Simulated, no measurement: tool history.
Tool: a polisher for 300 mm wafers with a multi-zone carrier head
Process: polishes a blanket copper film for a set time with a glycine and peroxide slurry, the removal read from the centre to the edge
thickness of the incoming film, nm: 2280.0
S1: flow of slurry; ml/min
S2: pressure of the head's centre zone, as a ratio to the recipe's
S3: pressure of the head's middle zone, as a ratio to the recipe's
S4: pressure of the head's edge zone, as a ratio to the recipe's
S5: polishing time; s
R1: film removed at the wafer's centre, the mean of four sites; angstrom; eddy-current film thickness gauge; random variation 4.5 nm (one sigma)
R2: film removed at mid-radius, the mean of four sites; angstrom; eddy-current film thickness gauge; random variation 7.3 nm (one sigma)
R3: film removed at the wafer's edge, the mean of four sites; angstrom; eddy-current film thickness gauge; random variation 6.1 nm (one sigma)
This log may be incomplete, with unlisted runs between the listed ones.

run 1 day=0 | S1=305 S2=1 S3=1 S4=1 S5=83 | R1=5555.2 R2=5424.2 R3=5523
run 2 day=0.375 | S1=315 S2=1.03 S3=1 S4=1.03 S5=84 | R1=5811.9 R2=5512.4 R3=5572.1
run 3 day=0.729 | S1=315 S2=1.03 S3=1 S4=0.95 S5=84 | R1=5806.3 R2=5541 R3=5449.3
run 4 day=1.062 | S1=315 S2=1.03 S3=1 S4=0.95 S5=91 | R1=6290.4 R2=6065 R3=5795.9
run 5 day=1.333 | S1=315 S2=1.03 S3=1 S4=0.95 S5=101 | R1=6995.9 R2=6617 R3=6470.9
run 6 day=1.492 | S1=390 S2=1.03 S3=1 S4=0.95 S5=101 | R1=7099.6 R2=6855.9 R3=6556.6
run 7 day=1.612 | S1=385 S2=1.03 S3=0.97 S4=0.94 S5=100 | R1=7043.4 R2=6601.3 R3=6544.9
run 8 day=1.642 | S1=375 S2=1.04 S3=0.95 S4=0.93 S5=99 | R1=6959.8 R2=6371.3 R3=6360.4

Run 9, settings as shown, results not yet in. Your forecast:
run 9 day=1.938 | S1=370 S2=1.04 S3=0.93 S4=0.93 S5=99 | R1=? R2=? R3=?

{"run 9": {"R1": 6959.3, "R2": 6371.9, "R3": 6476.3}}
